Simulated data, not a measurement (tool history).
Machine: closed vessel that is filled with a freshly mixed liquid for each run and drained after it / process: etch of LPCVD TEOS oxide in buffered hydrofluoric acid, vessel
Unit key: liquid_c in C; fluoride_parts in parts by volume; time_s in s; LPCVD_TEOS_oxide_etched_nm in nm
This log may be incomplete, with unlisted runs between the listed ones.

| run | hour | liquid_c | fluoride_parts | time_s | LPCVD_TEOS_oxide_etched_nm |
|---|---|---|---|---|---|
| 1 | 0.0 | 21.0 | 12.5 | 85 | 249.56 |
| 2 | 3.3 | 21.0 | 12.5 | 85 | 249.83 |
| 3 | 11.7 | 21.0 | 12.5 | 95 | 279.45 |
| 4 | 15.9 | 21.0 | 14.0 | 95 | 245.47 |
| 5 | 21.4 | 22.5 | 14.0 | 95 | 271.84 |
| 6 | 24.5 | 22.5 | 10.5 | 95 | 354.29 |
| 7 | 29.1 | 23.5 | 10.0 | 95 | 397.08 |
| 8 | 37.8 | 24.5 | 10.0 | 95 | 418.93 |
| 9 | 40.5 | 25.5 | 10.0 | 95 | 438.80 |

For run 10, what comes out?
| 10 | 45.0 | 29.0 | 9.0 | 95 | ? |

{"run 10": {"LPCVD_TEOS_oxide_etched_nm": 575.98}}
